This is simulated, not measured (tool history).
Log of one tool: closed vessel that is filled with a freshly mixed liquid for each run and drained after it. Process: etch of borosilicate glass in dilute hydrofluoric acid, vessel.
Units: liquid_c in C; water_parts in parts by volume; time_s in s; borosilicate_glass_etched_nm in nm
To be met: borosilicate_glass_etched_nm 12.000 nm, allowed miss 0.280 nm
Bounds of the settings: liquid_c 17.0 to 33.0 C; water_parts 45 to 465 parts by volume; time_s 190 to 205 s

run	day	liquid_c	water_parts	time_s	borosilicate_glass_etched_nm
1	0.000	25.0	255	190	17.288
2	0.283	25.0	205	190	22.716
3	0.454	23.5	220	190	19.915
4	0.829	22.5	230	190	18.101
5	0.929	21.5	240	190	16.499
6	1.017	20.5	245	190	15.499
7	1.050	20.0	250	190	14.761
8	1.371	19.5	255	190	14.367
9	1.608	17.0	280	190	11.398

Which of these 4 next moves meets every target?
A	1.846	17.0	300	205	?
B	1.846	20.5	315	200	?
C	1.846	17.0	295	190	?
D	1.846	18.0	300	190	?

move	borosilicate_glass_etched_nm
A	11.453
B	11.954
C	10.840
D	11.022
A: nearer than the last run, and not there yet
B: meets every target
C: further off than the last run
D: further off than the last run
The right move is B.
